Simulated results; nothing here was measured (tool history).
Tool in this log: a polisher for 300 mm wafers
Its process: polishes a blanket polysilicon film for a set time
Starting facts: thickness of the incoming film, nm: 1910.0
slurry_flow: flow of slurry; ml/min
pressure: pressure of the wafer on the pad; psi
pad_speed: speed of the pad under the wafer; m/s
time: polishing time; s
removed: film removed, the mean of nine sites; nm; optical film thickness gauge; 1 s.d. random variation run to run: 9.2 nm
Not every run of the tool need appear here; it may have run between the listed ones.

Run 1, day 0: slurry_flow 300 ml/min, pressure 2.6 psi, pad_speed 1.18 m/s, time 86 s. Result: removed 799.52 nm.
Run 2, day 0.092: slurry_flow 250 ml/min, pressure 2.6 psi, pad_speed 1.18 m/s, time 86 s. Result: removed 792.04 nm.
Run 3, day 0.138: slurry_flow 285 ml/min, pressure 2.6 psi, pad_speed 1.18 m/s, time 86 s. Result: removed 807.24 nm.
Run 4, day 0.167: slurry_flow 340 ml/min, pressure 2.6 psi, pad_speed 1.18 m/s, time 86 s. Result: removed 810.98 nm.
Run 5, day 0.312: slurry_flow 340 ml/min, pressure 2.3 psi, pad_speed 1.18 m/s, time 86 s. Result: removed 739.52 nm.
Run 6, day 0.5: slurry_flow 345 ml/min, pressure 2.7 psi, pad_speed 1.2 m/s, time 86 s. Result: removed 844.56 nm.
Run 7, day 0.804: slurry_flow 345 ml/min, pressure 3 psi, pad_speed 1.24 m/s, time 86 s. Result: removed 967.76 nm.
Run 8, day 0.925: slurry_flow 345 ml/min, pressure 3.2 psi, pad_speed 1.26 m/s, time 86 s. Result: removed 1034.3 nm.

Forecast run 9:
Run 9, day 1.038: slurry_flow 345 ml/min, pressure 3.4 psi, pad_speed 1.28 m/s, time 86 s. Result: removed ?.

removed: 1123.9 nm

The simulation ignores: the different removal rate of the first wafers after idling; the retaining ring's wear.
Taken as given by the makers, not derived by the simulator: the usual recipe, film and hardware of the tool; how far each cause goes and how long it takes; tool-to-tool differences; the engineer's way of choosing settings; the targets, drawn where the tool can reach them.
